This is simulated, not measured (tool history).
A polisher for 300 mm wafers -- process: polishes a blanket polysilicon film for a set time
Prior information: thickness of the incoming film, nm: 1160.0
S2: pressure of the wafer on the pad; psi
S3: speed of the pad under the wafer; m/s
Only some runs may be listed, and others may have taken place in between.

Run 1, hour 0: flow of slurry (ml/min) 135, S2 1.6 psi, S3 1.18 m/s, polishing time (s) 70. Result: film removed (angstrom) 3554.7.
Run 2, hour 2.8: flow of slurry (ml/min) 110, S2 1.6 psi, S3 1.18 m/s, polishing time (s) 70. Result: film removed (angstrom) 3287.2.
Run 3, hour 3.6: flow of slurry (ml/min) 110, S2 2 psi, S3 1.18 m/s, polishing time (s) 70. Result: film removed (angstrom) 3749.5.
Run 4, hour 11.3: flow of slurry (ml/min) 105, S2 1.8 psi, S3 1.18 m/s, polishing time (s) 70. Result: film removed (angstrom) 3518.
Run 5, hour 19.7: flow of slurry (ml/min) 105, S2 1.8 psi, S3 1.18 m/s, polishing time (s) 74. Result: film removed (angstrom) 3672.4.
Run 6, hour 22.4: flow of slurry (ml/min) 100, S2 1.6 psi, S3 1.18 m/s, polishing time (s) 74. Result: film removed (angstrom) 3393.3.
Run 7, hour 27.4: flow of slurry (ml/min) 100, S2 1.1 psi, S3 1.16 m/s, polishing time (s) 74. Result: film removed (angstrom) 2665.4.

What does the tool deliver on the next run?
Run 8, hour 32.2: flow of slurry (ml/min) 95, S2 1.1 psi, S3 1.16 m/s, polishing time (s) 74. Result: film removed (angstrom) ?.

{"run 8": {"film removed (angstrom)": 2664.1}}
